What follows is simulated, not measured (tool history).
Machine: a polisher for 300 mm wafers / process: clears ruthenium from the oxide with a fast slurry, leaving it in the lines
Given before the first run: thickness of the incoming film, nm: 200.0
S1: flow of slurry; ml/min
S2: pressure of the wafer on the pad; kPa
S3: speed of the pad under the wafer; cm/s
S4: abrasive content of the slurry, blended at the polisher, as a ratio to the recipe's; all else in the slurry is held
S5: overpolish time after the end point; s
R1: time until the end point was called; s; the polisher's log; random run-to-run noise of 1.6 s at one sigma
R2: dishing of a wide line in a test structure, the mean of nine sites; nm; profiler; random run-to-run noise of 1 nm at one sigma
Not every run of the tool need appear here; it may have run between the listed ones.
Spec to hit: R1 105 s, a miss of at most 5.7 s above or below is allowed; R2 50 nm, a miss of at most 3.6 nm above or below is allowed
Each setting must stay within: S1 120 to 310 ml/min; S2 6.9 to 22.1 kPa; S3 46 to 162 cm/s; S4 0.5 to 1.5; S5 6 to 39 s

{"run": 1, "hour": 0.0, "S1": 200, "S2": 14.5, "S3": 104, "S4": 1, "S5": 20, "R1": 79.905, "R2": 42.555}
{"run": 2, "hour": 1.7, "S1": 200, "S2": 14.5, "S3": 104, "S4": 0.85, "S5": 20, "R1": 88.188, "R2": 38.906}
{"run": 3, "hour": 10.5, "S1": 200, "S2": 14.5, "S3": 120, "S4": 0.85, "S5": 20, "R1": 73.892, "R2": 43.53}
{"run": 4, "hour": 18.2, "S1": 200, "S2": 14.5, "S3": 120, "S4": 0.85, "S5": 17, "R1": 74.072, "R2": 38.993}
{"run": 5, "hour": 19.4, "S1": 200, "S2": 13.1, "S3": 118, "S4": 0.85, "S5": 20, "R1": 82.377, "R2": 41.632}
{"run": 6, "hour": 20.4, "S1": 200, "S2": 12.4, "S3": 118, "S4": 0.85, "S5": 22, "R1": 90.449, "R2": 40.285}
{"run": 7, "hour": 23.0, "S1": 200, "S2": 12.4, "S3": 118, "S4": 0.85, "S5": 24, "R1": 90.003, "R2": 46.872}
{"run": 8, "hour": 25.9, "S1": 200, "S2": 11.7, "S3": 118, "S4": 0.85, "S5": 25, "R1": 93.512, "R2": 44.015}

Next run, 5 choices. One meets every target within its allowed miss, the rest don't. Which?
{"run": "A", "hour": 28.8, "S1": 230, "S2": 13.1, "S3": 92, "S4": 1.05, "S5": 31, "R1": "?", "R2": "?"}
{"run": "B", "hour": 28.8, "S1": 310, "S2": 13.1, "S3": 122, "S4": 1.05, "S5": 21, "R1": "?", "R2": "?"}
{"run": "C", "hour": 28.8, "S1": 190, "S2": 12.4, "S3": 110, "S4": 0.75, "S5": 31, "R1": "?", "R2": "?"}
{"run": "D", "hour": 28.8, "S1": 205, "S2": 12.4, "S3": 134, "S4": 0.85, "S5": 22, "R1": "?", "R2": "?"}
{"run": "E", "hour": 28.8, "S1": 195, "S2": 10.3, "S3": 118, "S4": 0.75, "S5": 28, "R1": "?", "R2": "?"}

move=A R1=93.171 R2=53.269
move=B R1=68.762 R2=49.444
move=C R1=101.99 R2=49.24
move=D R1=77.285 R2=46.48
move=E R1=113.12 R2=41.041
A: no nearer and no further than the last run
B: lands further from the targets than the last run did
C: every result lands within tolerance
D: lands further from the targets than the last run did
E: moves the result that the last run missed by most past its target, out the other side
The move that meets every target is C.
